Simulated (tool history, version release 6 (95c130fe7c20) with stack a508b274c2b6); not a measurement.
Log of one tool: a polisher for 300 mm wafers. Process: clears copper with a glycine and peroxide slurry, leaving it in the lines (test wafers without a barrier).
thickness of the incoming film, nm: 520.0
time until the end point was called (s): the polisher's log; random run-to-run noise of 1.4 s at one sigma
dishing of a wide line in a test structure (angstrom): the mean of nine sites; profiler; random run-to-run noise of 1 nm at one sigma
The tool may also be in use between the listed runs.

| run | hour | flow of slurry (ml/min) | pressure of the wafer on the pad (psi) | speed of the pad under the wafer (m/s) | overpolish time after the end point (s) | time until the end point was called (s) | dishing of a wide line in a test structure (angstrom) |
|---|---|---|---|---|---|---|---|
| 1 | 0.0 | 190 | 2.1 | 1.14 | 24 | 107.650 | 718.52 |
| 2 | 7.2 | 190 | 1.8 | 1.14 | 24 | 121.420 | 664.09 |
| 3 | 11.1 | 190 | 1.8 | 1.14 | 27 | 124.130 | 692.66 |
| 4 | 12.7 | 190 | 1.8 | 1.14 | 21 | 125.240 | 600.70 |
| 5 | 15.6 | 190 | 2.3 | 1.14 | 21 | 100.910 | 672.32 |
| 6 | 18.0 | 210 | 2.3 | 1.14 | 21 | 100.430 | 678.39 |
| 7 | 19.0 | 210 | 2.9 | 1.26 | 10 | 80.328 | 471.41 |

Estimate the outcome of run 8 from the log above:
| 8 | 27.0 | 210 | 2.9 | 1.26 | 11 | ? | ? |

Run 8 measured time until the end point was called (s) 74.579, dishing of a wide line in a test structure (angstrom) 531.46.
